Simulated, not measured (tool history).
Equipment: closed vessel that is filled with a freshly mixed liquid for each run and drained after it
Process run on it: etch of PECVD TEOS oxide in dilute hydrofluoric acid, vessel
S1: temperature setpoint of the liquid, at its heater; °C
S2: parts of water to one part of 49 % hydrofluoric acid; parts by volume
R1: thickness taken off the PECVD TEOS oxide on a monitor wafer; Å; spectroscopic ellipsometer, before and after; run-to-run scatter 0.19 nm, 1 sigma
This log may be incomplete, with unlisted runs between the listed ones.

Run 1, hour 0.0: S1 26.0 °C, S2 295 parts by volume, time in the liquid (s) 445. Result: R1 354.68 Å.
Run 2, hour 4.4: S1 26.0 °C, S2 380 parts by volume, time in the liquid (s) 445. Result: R1 251.90 Å.
Run 3, hour 9.3: S1 29.5 °C, S2 380 parts by volume, time in the liquid (s) 445. Result: R1 284.23 Å.
Run 4, hour 14.2: S1 29.5 °C, S2 380 parts by volume, time in the liquid (s) 445. Result: R1 287.30 Å.
Run 5, hour 21.1: S1 27.5 °C, S2 380 parts by volume, time in the liquid (s) 445. Result: R1 271.26 Å.
Run 6, hour 25.5: S1 27.5 °C, S2 460 parts by volume, time in the liquid (s) 445. Result: R1 207.71 Å.

Estimate the outcome of run 7 from the log above:
Run 7, hour 32.5: S1 27.0 °C, S2 460 parts by volume, time in the liquid (s) 445. Result: R1 ?.

{"run 7": {"R1": 205.15}}
